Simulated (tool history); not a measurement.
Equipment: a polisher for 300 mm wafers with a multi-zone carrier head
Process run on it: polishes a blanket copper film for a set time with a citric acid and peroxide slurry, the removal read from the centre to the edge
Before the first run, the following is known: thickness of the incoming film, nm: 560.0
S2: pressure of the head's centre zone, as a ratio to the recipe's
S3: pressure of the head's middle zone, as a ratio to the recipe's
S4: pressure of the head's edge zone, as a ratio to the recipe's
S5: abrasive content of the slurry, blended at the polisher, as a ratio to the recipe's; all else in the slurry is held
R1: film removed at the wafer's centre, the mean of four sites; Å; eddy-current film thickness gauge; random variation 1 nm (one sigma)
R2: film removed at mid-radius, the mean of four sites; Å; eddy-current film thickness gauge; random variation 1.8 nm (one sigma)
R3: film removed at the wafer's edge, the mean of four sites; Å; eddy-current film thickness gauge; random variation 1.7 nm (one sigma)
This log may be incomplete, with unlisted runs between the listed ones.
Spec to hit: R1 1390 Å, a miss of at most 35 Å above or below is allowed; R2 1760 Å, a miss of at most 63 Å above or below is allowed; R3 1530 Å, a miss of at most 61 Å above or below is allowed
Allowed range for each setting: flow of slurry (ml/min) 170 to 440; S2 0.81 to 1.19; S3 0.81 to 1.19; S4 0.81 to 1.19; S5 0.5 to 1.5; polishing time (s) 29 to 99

run 1 hour=0 | flow_of_slurry_(ml/min)=280 S2=1 S3=1 S4=1 S5=1 polishing_time_(s)=64 | R1=1254 R2=1286.6 R3=1238.3
run 2 hour=5 | flow_of_slurry_(ml/min)=285 S2=0.99 S3=1.03 S4=1.02 S5=1.1 polishing_time_(s)=64 | R1=1275.5 R2=1326.2 R3=1300.2
run 3 hour=12 | flow_of_slurry_(ml/min)=285 S2=0.99 S3=1.03 S4=1.02 S5=1.05 polishing_time_(s)=64 | R1=1259.2 R2=1327.6 R3=1274.3
run 4 hour=15.9 | flow_of_slurry_(ml/min)=295 S2=0.98 S3=1.06 S4=1.02 S5=1.1 polishing_time_(s)=65 | R1=1280.4 R2=1397 R3=1314.8
run 5 hour=21.7 | flow_of_slurry_(ml/min)=305 S2=0.97 S3=1.08 S4=1.02 S5=1.15 polishing_time_(s)=66 | R1=1314.6 R2=1456 R3=1335
run 6 hour=30.7 | flow_of_slurry_(ml/min)=305 S2=0.97 S3=1.08 S4=1.02 S5=1.35 polishing_time_(s)=66 | R1=1353.4 R2=1482.8 R3=1392
run 7 hour=37.1 | flow_of_slurry_(ml/min)=310 S2=0.96 S3=1.1 S4=1.03 S5=1.4 polishing_time_(s)=67 | R1=1357 R2=1577.1 R3=1433.7
run 8 hour=42.7 | flow_of_slurry_(ml/min)=315 S2=0.96 S3=1.11 S4=1.04 S5=1.4 polishing_time_(s)=67 | R1=1375.5 R2=1559.2 R3=1462.4
run 9 hour=44.7 | flow_of_slurry_(ml/min)=315 S2=0.95 S3=1.12 S4=1.04 S5=1.4 polishing_time_(s)=67 | R1=1363.5 R2=1581.7 R3=1451.4
run 10 hour=53.6 | flow_of_slurry_(ml/min)=320 S2=0.94 S3=1.13 S4=1.04 S5=1.4 polishing_time_(s)=67 | R1=1333.7 R2=1585.1 R3=1455.5
run 11 hour=58.7 | flow_of_slurry_(ml/min)=325 S2=0.94 S3=1.14 S4=1.04 S5=1.4 polishing_time_(s)=67 | R1=1352.2 R2=1625.9 R3=1428
run 12 hour=65.9 | flow_of_slurry_(ml/min)=330 S2=0.94 S3=1.15 S4=1.05 S5=1.4 polishing_time_(s)=67 | R1=1357.9 R2=1612.7 R3=1463.9
run 13 hour=71.4 | flow_of_slurry_(ml/min)=330 S2=0.93 S3=1.16 S4=1.05 S5=1.4 polishing_time_(s)=67 | R1=1343.7 R2=1620.1 R3=1452
run 14 hour=72.8 | flow_of_slurry_(ml/min)=335 S2=0.93 S3=1.17 S4=1.05 S5=1.4 polishing_time_(s)=67 | R1=1342.8 R2=1651.1 R3=1448.6

Below are 5 possible settings for the next run. Only one of them brings all results inside the allowed miss of their targets. Which is it?
run A hour=74.2 | flow_of_slurry_(ml/min)=365 S2=1.01 S3=1.12 S4=1.06 S5=1.5 polishing_time_(s)=63 | R1=? R2=? R3=?
run B hour=74.2 | flow_of_slurry_(ml/min)=350 S2=0.94 S3=1.15 S4=1.04 S5=1.45 polishing_time_(s)=65 | R1=? R2=? R3=?
run C hour=74.2 | flow_of_slurry_(ml/min)=310 S2=0.93 S3=1.19 S4=1.07 S5=1.25 polishing_time_(s)=72 | R1=? R2=? R3=?
run D hour=74.2 | flow_of_slurry_(ml/min)=330 S2=1.01 S3=1.18 S4=1.03 S5=1.3 polishing_time_(s)=66 | R1=? R2=? R3=?
run E hour=74.2 | flow_of_slurry_(ml/min)=330 S2=0.82 S3=1.12 S4=1.17 S5=1.5 polishing_time_(s)=73 | R1=? R2=? R3=?

move=A R1=1390.7 R2=1511.8 R3=1397.6
move=B R1=1329.9 R2=1580 R3=1414.6
move=C R1=1400.5 R2=1732.2 R3=1530.3
move=D R1=1403.9 R2=1597.2 R3=1393.5
move=E R1=1320.7 R2=1737.4 R3=1691.3
A: misses by more than the last run did
B: misses by more than the last run did
C: every result lands within tolerance
D: misses by more than the last run did
E: brings the result that was furthest off to its target, and leaves another outside
C is the move that brings every result within its allowed miss.
